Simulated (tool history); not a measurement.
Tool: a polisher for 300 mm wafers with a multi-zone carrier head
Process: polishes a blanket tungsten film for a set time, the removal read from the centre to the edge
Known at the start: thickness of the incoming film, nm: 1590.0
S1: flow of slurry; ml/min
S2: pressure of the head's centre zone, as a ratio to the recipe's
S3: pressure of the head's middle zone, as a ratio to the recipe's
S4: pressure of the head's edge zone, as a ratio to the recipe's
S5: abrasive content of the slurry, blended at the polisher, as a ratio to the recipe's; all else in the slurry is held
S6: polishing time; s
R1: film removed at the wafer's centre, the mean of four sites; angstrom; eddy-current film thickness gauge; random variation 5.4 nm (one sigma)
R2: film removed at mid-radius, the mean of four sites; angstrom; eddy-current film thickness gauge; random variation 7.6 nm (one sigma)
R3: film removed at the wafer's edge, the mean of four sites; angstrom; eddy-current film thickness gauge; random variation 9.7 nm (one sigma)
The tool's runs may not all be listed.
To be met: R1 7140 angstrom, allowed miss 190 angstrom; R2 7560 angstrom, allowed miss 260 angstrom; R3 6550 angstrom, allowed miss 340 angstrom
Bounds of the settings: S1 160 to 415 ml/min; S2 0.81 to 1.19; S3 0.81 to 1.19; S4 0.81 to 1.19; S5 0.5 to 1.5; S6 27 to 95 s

Run 1, hour 0: S1 265 ml/min, S2 1, S3 1, S4 1, S5 1, S6 61 s. Result: R1 4839.1 angstrom, R2 4767.8 angstrom, R3 4713.8 angstrom.
Run 2, hour 5.8: S1 265 ml/min, S2 0.94, S3 1, S4 1, S5 1, S6 61 s. Result: R1 4586.6 angstrom, R2 4723.9 angstrom, R3 4733.3 angstrom.
Run 3, hour 12.3: S1 265 ml/min, S2 0.9, S3 1, S4 1, S5 1, S6 61 s. Result: R1 4404.3 angstrom, R2 4622.7 angstrom, R3 4689.8 angstrom.
Run 4, hour 19.3: S1 275 ml/min, S2 0.95, S3 1.04, S4 1.02, S5 1.1, S6 63 s. Result: R1 4901 angstrom, R2 5264.9 angstrom, R3 5117.3 angstrom.
Run 5, hour 24.8: S1 275 ml/min, S2 0.87, S3 1.04, S4 1.02, S5 1.1, S6 63 s. Result: R1 4528.5 angstrom, R2 5137.1 angstrom, R3 5067 angstrom.
Run 6, hour 27.4: S1 285 ml/min, S2 0.94, S3 1.07, S4 1.04, S5 1.2, S6 64 s. Result: R1 5066.8 angstrom, R2 5526.6 angstrom, R3 5353.4 angstrom.
Run 7, hour 33.4: S1 285 ml/min, S2 0.94, S3 1.07, S4 1.04, S5 1.2, S6 64 s. Result: R1 5072 angstrom, R2 5620.7 angstrom, R3 5348.2 angstrom.
Run 8, hour 39.3: S1 295 ml/min, S2 0.98, S3 1.09, S4 1.06, S5 1.25, S6 65 s. Result: R1 5407.4 angstrom, R2 5805.9 angstrom, R3 5557.6 angstrom.
Run 9, hour 42.7: S1 300 ml/min, S2 1, S3 1.11, S4 1.05, S5 1.3, S6 67 s. Result: R1 5745.3 angstrom, R2 6189.9 angstrom, R3 5753 angstrom.
Run 10, hour 43.9: S1 305 ml/min, S2 1.02, S3 1.13, S4 1.05, S5 1.35, S6 68 s. Result: R1 5899.9 angstrom, R2 6347.9 angstrom, R3 5829.9 angstrom.
Run 11, hour 48.3: S1 315 ml/min, S2 1.04, S3 1.14, S4 1.05, S5 1.4, S6 69 s. Result: R1 6326 angstrom, R2 6689.5 angstrom, R3 6148.5 angstrom.
Run 12, hour 53.4: S1 325 ml/min, S2 1.05, S3 1.15, S4 1.04, S5 1.4, S6 70 s. Result: R1 6403.4 angstrom, R2 6788.9 angstrom, R3 6111.9 angstrom.
Run 13, hour 56.5: S1 330 ml/min, S2 1.06, S3 1.16, S4 1.04, S5 1.4, S6 71 s. Result: R1 6706.4 angstrom, R2 7031.4 angstrom, R3 6258.3 angstrom.
Run 14, hour 65.1: S1 340 ml/min, S2 1.06, S3 1.17, S4 1.04, S5 1.4, S6 71 s. Result: R1 6523.3 angstrom, R2 6998.6 angstrom, R3 6108 angstrom.
Run 15, hour 72.7: S1 340 ml/min, S2 1.07, S3 1.17, S4 1.04, S5 1.4, S6 72 s. Result: R1 6796.5 angstrom, R2 7055.8 angstrom, R3 6368.7 angstrom.
Run 16, hour 81.1: S1 340 ml/min, S2 1.07, S3 1.17, S4 1.03, S5 1.4, S6 72 s. Result: R1 6795.4 angstrom, R2 7164 angstrom, R3 6342.7 angstrom.

4 next moves are on the table. One of them brings every result within its allowed miss. Which?
Run A, hour 89.5: S1 340 ml/min, S2 1.03, S3 1.06, S4 1.12, S5 1.5, S6 82 s. Result: R1 ?, R2 ?, R3 ?.
Run B, hour 89.5: S1 360 ml/min, S2 1.1, S3 1.19, S4 1.06, S5 1.5, S6 73 s. Result: R1 ?, R2 ?, R3 ?.
Run C, hour 89.5: S1 310 ml/min, S2 1.05, S3 1.17, S4 1.02, S5 1.45, S6 69 s. Result: R1 ?, R2 ?, R3 ?.
Run D, hour 89.5: S1 365 ml/min, S2 1.1, S3 1.16, S4 0.97, S5 1.5, S6 76 s. Result: R1 ?, R2 ?, R3 ?.

move      R1      R2      R3
   A    7517  7592.2  7709.6
   B    7147  7500.5  6689.6
   C    6325  6835.1  6089.6
   D  7448.6  7648.1    6679
A: takes the result that was furthest off past its target
B: meets every target
C: further off than the last run
D: takes the result that was furthest off past its target
Answer: B

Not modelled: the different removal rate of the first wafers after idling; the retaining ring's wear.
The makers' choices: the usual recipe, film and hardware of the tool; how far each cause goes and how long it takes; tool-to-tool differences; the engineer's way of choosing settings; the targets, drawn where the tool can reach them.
